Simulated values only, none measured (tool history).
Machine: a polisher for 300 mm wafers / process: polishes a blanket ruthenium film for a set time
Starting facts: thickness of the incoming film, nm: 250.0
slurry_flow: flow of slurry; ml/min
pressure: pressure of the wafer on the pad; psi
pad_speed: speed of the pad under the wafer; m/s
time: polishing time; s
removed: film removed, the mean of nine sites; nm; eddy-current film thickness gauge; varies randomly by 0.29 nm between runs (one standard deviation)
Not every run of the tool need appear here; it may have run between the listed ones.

Run 1, hour 0: slurry_flow 295 ml/min, pressure 2.4 psi, pad_speed 0.98 m/s, time 19 s. Result: removed 23.691 nm.
Run 2, hour 5.7: slurry_flow 325 ml/min, pressure 2.4 psi, pad_speed 0.98 m/s, time 19 s. Result: removed 24.009 nm.
Run 3, hour 14: slurry_flow 325 ml/min, pressure 2.7 psi, pad_speed 0.98 m/s, time 19 s. Result: removed 26.743 nm.
Run 4, hour 21.5: slurry_flow 325 ml/min, pressure 2.4 psi, pad_speed 0.98 m/s, time 19 s. Result: removed 24.332 nm.
Run 5, hour 30.1: slurry_flow 325 ml/min, pressure 2.9 psi, pad_speed 0.98 m/s, time 19 s. Result: removed 28.657 nm.
Run 6, hour 37.6: slurry_flow 325 ml/min, pressure 2.9 psi, pad_speed 0.98 m/s, time 17 s. Result: removed 25.919 nm.
Run 7, hour 39: slurry_flow 335 ml/min, pressure 3.1 psi, pad_speed 1 m/s, time 17 s. Result: removed 27.886 nm.

Run 8, settings as shown, results not yet in. Your forecast:
Run 8, hour 43.7: slurry_flow 335 ml/min, pressure 3.3 psi, pad_speed 1.04 m/s, time 17 s. Result: removed ?.

Run 8 produced removed 31.241 nm.

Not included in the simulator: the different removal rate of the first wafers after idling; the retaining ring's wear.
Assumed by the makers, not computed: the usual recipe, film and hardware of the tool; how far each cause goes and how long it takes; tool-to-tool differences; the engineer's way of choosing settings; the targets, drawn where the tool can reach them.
